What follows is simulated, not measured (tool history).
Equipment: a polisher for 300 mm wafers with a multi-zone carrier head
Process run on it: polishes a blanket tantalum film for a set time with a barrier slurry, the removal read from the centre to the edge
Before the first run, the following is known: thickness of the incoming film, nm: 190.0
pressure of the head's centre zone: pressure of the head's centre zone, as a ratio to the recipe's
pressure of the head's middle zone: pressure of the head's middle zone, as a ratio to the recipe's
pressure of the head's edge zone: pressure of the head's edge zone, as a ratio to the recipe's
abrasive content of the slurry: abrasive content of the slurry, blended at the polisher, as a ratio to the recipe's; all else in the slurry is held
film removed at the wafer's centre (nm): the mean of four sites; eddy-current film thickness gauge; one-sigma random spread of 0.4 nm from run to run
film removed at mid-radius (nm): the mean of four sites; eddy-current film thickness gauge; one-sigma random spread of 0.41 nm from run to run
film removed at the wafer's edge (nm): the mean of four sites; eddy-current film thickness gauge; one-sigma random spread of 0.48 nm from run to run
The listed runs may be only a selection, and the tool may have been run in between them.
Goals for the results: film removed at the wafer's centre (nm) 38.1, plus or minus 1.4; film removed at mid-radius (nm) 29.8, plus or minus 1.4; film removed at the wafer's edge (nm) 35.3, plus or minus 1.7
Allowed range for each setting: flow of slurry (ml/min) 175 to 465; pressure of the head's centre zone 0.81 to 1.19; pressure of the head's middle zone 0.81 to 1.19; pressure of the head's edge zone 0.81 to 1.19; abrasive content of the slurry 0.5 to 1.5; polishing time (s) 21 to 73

run	hour	flow of slurry (ml/min)	pressure of the head's centre zone	pressure of the head's middle zone	pressure of the head's edge zone	abrasive content of the slurry	polishing time (s)	film removed at the wafer's centre (nm)	film removed at mid-radius (nm)	film removed at the wafer's edge (nm)
1	0	295	1	1	1	1	47	70.335	65.058	67.646
2	8.9	290	1	0.96	0.99	0.85	41	59.332	54.163	57.725
3	17.3	290	1	0.96	0.99	0.95	41	61.249	55.227	57.574
4	19.2	285	1.01	0.92	1	0.85	36	52.556	45.549	49.736
5	20.4	280	1.02	0.89	1	0.8	33	47.051	39.322	43.554
6	26.1	270	1.02	0.87	1	0.7	32	44.43	36.569	42.064
7	30.9	270	1.02	0.86	0.98	0.65	31	42.155	34.337	39.156
8	34.2	265	1.02	0.85	0.97	0.6	31	41.254	32.631	37.519
9	38	260	1.01	0.84	0.96	0.6	31	40.125	33.195	37.905
10	45.1	255	1.02	0.83	0.96	0.55	31	40.389	32.423	37.021

Exactly one of the 4 candidate moves below puts every result within its allowed miss. Which one?
A	52.2	270	0.97	0.94	0.85	0.55	32	?	?	?
B	52.2	325	0.99	0.81	0.94	0.5	30	?	?	?
C	52.2	270	1.13	0.81	0.97	0.5	30	?	?	?
D	52.2	260	1.1	0.81	0.95	0.5	31	?	?	?

move	film removed at the wafer's centre (nm)	film removed at mid-radius (nm)	film removed at the wafer's edge (nm)
A	40.106	35.933	35.189
B	38.139	29.571	34.205
C	42.669	29.014	34.239
D	42.723	29.863	34.923
A: the biggest miss grows against the last run
B: hits every target within its allowed miss
C: meets the target for the result that was furthest off, but another lies outside its allowed miss
D: meets the target for the result that was furthest off, but another lies outside its allowed miss
The move that meets every target is B.
